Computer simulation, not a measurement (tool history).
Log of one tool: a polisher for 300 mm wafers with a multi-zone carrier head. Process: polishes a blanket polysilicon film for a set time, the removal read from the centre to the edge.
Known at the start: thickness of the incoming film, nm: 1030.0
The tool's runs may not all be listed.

run  hour  flow of slurry (ml/min)  pressure of the head's centre zone  pressure of the head's middle zone  pressure of the head's edge zone  polishing time (s)  film removed at the wafer's centre (nm)  film removed at mid-radius (nm)  film removed at the wafer's edge (nm)
  1     0                      290                                   1                                   1                                 1                  50                                   334.11                           328.72                                 327.25
  2   3.4                      300                                1.01                                1.03                              1.03                  52                                   349.62                           352.75                                 350.86
  3  12.3                      360                                1.01                                1.03                              1.03                  52                                   355.57                            358.5                                 354.39
  4  18.3                      360                                1.01                                1.03                              1.11                  52                                   350.43                           359.27                                 368.09
  5  22.7                      360                                1.01                                1.08                              1.11                  52                                   355.94                           377.67                                 364.51
  6    24                      360                                1.01                                1.08                              1.11                  61                                   420.63                           435.88                                 430.56

The next listed run, before its measurement:
  7  32.1                      365                                1.01                                 1.1                              1.12                  61                                        ?                                ?                                      ?

{"run 7": {"film removed at the wafer's centre (nm)": 411.52, "film removed at mid-radius (nm)": 444.83, "film removed at the wafer's edge (nm)": 430.82}}

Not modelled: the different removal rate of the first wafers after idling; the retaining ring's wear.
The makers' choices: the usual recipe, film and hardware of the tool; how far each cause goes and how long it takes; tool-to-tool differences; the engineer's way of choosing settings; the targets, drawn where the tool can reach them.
